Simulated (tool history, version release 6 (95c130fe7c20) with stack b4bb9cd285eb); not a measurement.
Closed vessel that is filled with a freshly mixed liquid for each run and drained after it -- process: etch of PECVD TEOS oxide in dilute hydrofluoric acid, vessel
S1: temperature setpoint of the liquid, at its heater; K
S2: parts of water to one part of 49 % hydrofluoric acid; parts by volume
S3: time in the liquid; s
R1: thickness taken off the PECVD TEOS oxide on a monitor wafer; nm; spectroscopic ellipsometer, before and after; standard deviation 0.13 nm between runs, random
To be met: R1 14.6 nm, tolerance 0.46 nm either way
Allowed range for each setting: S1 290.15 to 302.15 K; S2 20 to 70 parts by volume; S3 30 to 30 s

| run | day | S1 | S2 | S3 | R1 |
|---|---|---|---|---|---|
| 1 | 0 | 294.15 | 40 | 30 | 17.453 |
| 2 | 0.304 | 294.15 | 40 | 30 | 17.472 |
| 3 | 0.383 | 294.15 | 40 | 30 | 17.554 |
| 4 | 0.679 | 293.15 | 40 | 30 | 16.643 |
| 5 | 0.938 | 292.65 | 40 | 30 | 16.472 |
| 6 | 1 | 292.65 | 40 | 30 | 16.408 |
| 7 | 1.188 | 292.15 | 40 | 30 | 16.201 |
| 8 | 1.412 | 291.65 | 40 | 30 | 15.6 |
| 9 | 1.538 | 291.15 | 40 | 30 | 15.468 |

4 next moves are on the table. One of them brings every result within its allowed miss. Which?
| A | 1.662 | 290.15 | 40 | 30 | ? |
| B | 1.662 | 293.65 | 50 | 30 | ? |
| C | 1.662 | 291.65 | 45 | 30 | ? |
| D | 1.662 | 291.65 | 40 | 30 | ? |

| move | R1 |
|---|---|
| A | 14.593 |
| B | 13.457 |
| C | 13.786 |
| D | 15.595 |
A: each result inside its tolerance
B: takes the biggest miss from the last run beyond its target
C: takes the biggest miss from the last run beyond its target
D: moves away from the targets compared with the last run
A meets every target.
